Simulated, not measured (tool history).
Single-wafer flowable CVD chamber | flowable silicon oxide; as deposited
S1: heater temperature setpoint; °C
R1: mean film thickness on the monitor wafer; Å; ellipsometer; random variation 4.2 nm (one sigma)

run 1 hour=0 | S1=100 chamber_pressure_(Pa)=141 RF_power_(W)=1945 deposition_time_(s)=1049 | R1=8162.5
run 2 hour=2.5 | S1=90 chamber_pressure_(Pa)=141 RF_power_(W)=1945 deposition_time_(s)=1049 | R1=11041
run 3 hour=3.5 | S1=98 chamber_pressure_(Pa)=141 RF_power_(W)=1945 deposition_time_(s)=1049 | R1=8687.2
run 4 hour=8.9 | S1=98 chamber_pressure_(Pa)=141 RF_power_(W)=1945 deposition_time_(s)=1049 | R1=8618.3
run 5 hour=16.4 | S1=98 chamber_pressure_(Pa)=123 RF_power_(W)=1945 deposition_time_(s)=1049 | R1=7645
run 6 hour=18.5 | S1=89 chamber_pressure_(Pa)=123 RF_power_(W)=1945 deposition_time_(s)=1049 | R1=9876.3
run 7 hour=22.8 | S1=88 chamber_pressure_(Pa)=123 RF_power_(W)=1945 deposition_time_(s)=1049 | R1=10106
run 8 hour=31.1 | S1=88 chamber_pressure_(Pa)=123 RF_power_(W)=1945 deposition_time_(s)=1049 | R1=10164

Run 9 comes next. What will it give?
run 9 hour=36.7 | S1=87 chamber_pressure_(Pa)=123 RF_power_(W)=1945 deposition_time_(s)=1049 | R1=?

R1: 10465 Å
